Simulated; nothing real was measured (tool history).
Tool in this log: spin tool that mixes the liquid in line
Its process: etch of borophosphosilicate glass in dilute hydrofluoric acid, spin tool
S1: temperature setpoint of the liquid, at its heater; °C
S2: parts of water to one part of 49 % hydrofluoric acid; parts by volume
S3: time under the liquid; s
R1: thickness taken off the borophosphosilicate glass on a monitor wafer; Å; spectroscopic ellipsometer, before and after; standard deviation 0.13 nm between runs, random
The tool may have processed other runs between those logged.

run	hour	S1	S2	S3	R1
1	0	24	175	55	73.806
2	8.2	24	145	55	93.833
3	11.6	26	140	55	106.27
4	16.4	26	165	55	85.888
5	23.7	26	165	55	86.973
6	29.4	26	165	55	85.158

Run 7 comes next. What will it give?
7	30.4	30	110	55	?

Logged for run 7: R1 160.97 Å.
